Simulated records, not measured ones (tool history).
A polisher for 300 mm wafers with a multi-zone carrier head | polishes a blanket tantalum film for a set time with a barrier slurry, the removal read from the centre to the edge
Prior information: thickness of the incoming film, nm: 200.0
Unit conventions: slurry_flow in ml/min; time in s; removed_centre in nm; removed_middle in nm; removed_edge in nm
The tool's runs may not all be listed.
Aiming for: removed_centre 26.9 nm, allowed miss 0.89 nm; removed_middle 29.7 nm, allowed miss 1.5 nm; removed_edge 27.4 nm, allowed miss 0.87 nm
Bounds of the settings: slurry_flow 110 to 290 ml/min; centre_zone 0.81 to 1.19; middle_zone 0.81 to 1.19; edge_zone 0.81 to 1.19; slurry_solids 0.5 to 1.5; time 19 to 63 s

run,day,slurry_flow,centre_zone,middle_zone,edge_zone,slurry_solids,time,removed_centre,removed_middle,removed_edge
1,0,185,1,1,1,1,41,31.099,32.606,31.437
2,0.025,185,1,0.95,1,1,41,31.659,30.58,31.353
3,0.262,185,1,0.95,1,1,50,38.056,36.497,38.134
4,0.288,185,1,0.95,1,1.2,50,40.833,39.345,40.596
5,0.571,185,0.98,0.97,0.95,1,48,35.671,35.127,35.794
6,0.775,185,0.97,1,0.92,0.85,47,31.572,33.442,31.312
7,0.946,175,0.95,0.99,0.89,0.85,47,31.42,33.187,30.962
8,0.996,170,0.92,0.98,0.87,0.8,47,28.683,32.051,29.693
9,1.112,165,0.92,0.97,0.85,0.8,47,29.029,31.175,29.937

5 candidate next runs follow, results not yet known. Just one meets every target within its allowed miss. Identify it.
A,1.229,190,0.87,0.93,0.92,0.7,58,?,?,?
B,1.229,165,0.97,1.06,0.98,0.7,45,?,?,?
C,1.229,145,0.87,0.9,0.9,0.75,49,?,?,?
D,1.229,195,0.86,0.94,0.83,0.9,44,?,?,?
E,1.229,140,0.96,1.07,0.81,0.95,42,?,?,?

move,removed_centre,removed_middle,removed_edge
A,31.569,35.043,35.139
B,26.742,29.733,27.624
C,26.757,29.059,29.985
D,27.735,31.417,29.765
E,28.704,32.627,27.757
A: lands further from the targets than the last run did
B: hits every target within its allowed miss
C: no nearer and no further than the last run
D: closer than the last run, but not yet in spec
E: brings the result that was furthest off to its target, and leaves another outside
So the answer is move B, the one that meets all the targets.

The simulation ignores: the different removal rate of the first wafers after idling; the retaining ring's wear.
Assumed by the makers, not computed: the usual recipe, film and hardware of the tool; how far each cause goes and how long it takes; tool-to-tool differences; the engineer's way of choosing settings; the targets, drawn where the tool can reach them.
